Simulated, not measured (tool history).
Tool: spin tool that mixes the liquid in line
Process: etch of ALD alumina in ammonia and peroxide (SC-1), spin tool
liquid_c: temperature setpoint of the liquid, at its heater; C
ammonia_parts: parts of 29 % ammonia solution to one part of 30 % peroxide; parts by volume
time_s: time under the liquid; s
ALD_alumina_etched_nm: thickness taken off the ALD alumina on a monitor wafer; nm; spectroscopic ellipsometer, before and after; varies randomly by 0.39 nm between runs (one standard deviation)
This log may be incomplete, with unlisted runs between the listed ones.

Run 1, hour 0.0: liquid_c 60.0 C, ammonia_parts 0.75 parts by volume, time_s 280 s. Result: ALD_alumina_etched_nm 38.397 nm.
Run 2, hour 5.5: liquid_c 57.5 C, ammonia_parts 0.75 parts by volume, time_s 280 s. Result: ALD_alumina_etched_nm 34.030 nm.
Run 3, hour 10.6: liquid_c 57.5 C, ammonia_parts 0.75 parts by volume, time_s 280 s. Result: ALD_alumina_etched_nm 33.807 nm.
Run 4, hour 15.0: liquid_c 57.5 C, ammonia_parts 0.75 parts by volume, time_s 300 s. Result: ALD_alumina_etched_nm 36.333 nm.
Run 5, hour 17.2: liquid_c 54.0 C, ammonia_parts 0.75 parts by volume, time_s 300 s. Result: ALD_alumina_etched_nm 29.849 nm.
Run 6, hour 20.4: liquid_c 54.0 C, ammonia_parts 1.05 parts by volume, time_s 300 s. Result: ALD_alumina_etched_nm 30.359 nm.
Run 7, hour 25.6: liquid_c 54.0 C, ammonia_parts 1.05 parts by volume, time_s 300 s. Result: ALD_alumina_etched_nm 31.135 nm.
Run 8, hour 26.8: liquid_c 55.0 C, ammonia_parts 1.05 parts by volume, time_s 300 s. Result: ALD_alumina_etched_nm 32.357 nm.
Run 9, hour 29.0: liquid_c 56.0 C, ammonia_parts 1.05 parts by volume, time_s 300 s. Result: ALD_alumina_etched_nm 34.408 nm.
Run 10, hour 34.5: liquid_c 57.0 C, ammonia_parts 1.05 parts by volume, time_s 300 s. Result: ALD_alumina_etched_nm 36.352 nm.
Run 11, hour 40.9: liquid_c 57.5 C, ammonia_parts 1.05 parts by volume, time_s 300 s. Result: ALD_alumina_etched_nm 37.277 nm.

For run 12, what comes out?
Run 12, hour 43.5: liquid_c 58.0 C, ammonia_parts 1.05 parts by volume, time_s 300 s. Result: ALD_alumina_etched_nm ?.

{"run 12": {"ALD_alumina_etched_nm": 37.485}}
